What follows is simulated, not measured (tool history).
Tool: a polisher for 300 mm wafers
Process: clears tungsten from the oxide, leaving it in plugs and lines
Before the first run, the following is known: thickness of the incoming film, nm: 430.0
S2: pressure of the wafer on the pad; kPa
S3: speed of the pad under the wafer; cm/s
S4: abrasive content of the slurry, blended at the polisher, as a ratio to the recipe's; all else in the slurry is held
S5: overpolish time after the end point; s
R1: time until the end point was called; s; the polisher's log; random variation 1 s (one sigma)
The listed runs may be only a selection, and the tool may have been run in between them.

Run 1, hour 0: flow of slurry (ml/min) 270, S2 32.4 kPa, S3 98 cm/s, S4 1, S5 29 s. Result: R1 72.396 s.
Run 2, hour 4.2: flow of slurry (ml/min) 270, S2 33.1 kPa, S3 98 cm/s, S4 1, S5 29 s. Result: R1 74.696 s.
Run 3, hour 10: flow of slurry (ml/min) 270, S2 34.5 kPa, S3 98 cm/s, S4 1, S5 29 s. Result: R1 72.429 s.
Run 4, hour 11.4: flow of slurry (ml/min) 270, S2 34.5 kPa, S3 98 cm/s, S4 0.85, S5 29 s. Result: R1 74.294 s.
Run 5, hour 15.9: flow of slurry (ml/min) 205, S2 34.5 kPa, S3 98 cm/s, S4 0.85, S5 29 s. Result: R1 78.221 s.
Run 6, hour 18.5: flow of slurry (ml/min) 205, S2 34.5 kPa, S3 98 cm/s, S4 1.05, S5 29 s. Result: R1 71.991 s.
Run 7, hour 20.6: flow of slurry (ml/min) 205, S2 35.2 kPa, S3 98 cm/s, S4 1.05, S5 29 s. Result: R1 69.201 s.
Run 8, hour 28.1: flow of slurry (ml/min) 205, S2 35.9 kPa, S3 98 cm/s, S4 1.05, S5 29 s. Result: R1 66.706 s.

Forecast run 9:
Run 9, hour 33: flow of slurry (ml/min) 205, S2 36.5 kPa, S3 98 cm/s, S4 1.05, S5 29 s. Result: R1 ?.

R1: 68.342 s
